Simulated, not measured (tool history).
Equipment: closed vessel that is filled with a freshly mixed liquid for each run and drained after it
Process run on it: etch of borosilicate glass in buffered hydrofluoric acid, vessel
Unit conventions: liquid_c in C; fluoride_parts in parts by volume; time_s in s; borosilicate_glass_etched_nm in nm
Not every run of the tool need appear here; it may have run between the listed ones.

run,hour,liquid_c,fluoride_parts,time_s,borosilicate_glass_etched_nm
1,0.0,21.0,22.5,155,72.180
2,4.9,21.0,22.5,170,80.096
3,8.0,23.0,21.0,170,92.675
4,16.9,24.5,19.5,170,106.890
5,24.3,25.5,18.5,170,119.230
6,29.5,25.5,18.5,170,118.230
7,31.6,26.5,18.0,170,129.350

For run 8, what comes out?
8,40.0,27.0,18.0,170,?

borosilicate_glass_etched_nm: 132.870 nm

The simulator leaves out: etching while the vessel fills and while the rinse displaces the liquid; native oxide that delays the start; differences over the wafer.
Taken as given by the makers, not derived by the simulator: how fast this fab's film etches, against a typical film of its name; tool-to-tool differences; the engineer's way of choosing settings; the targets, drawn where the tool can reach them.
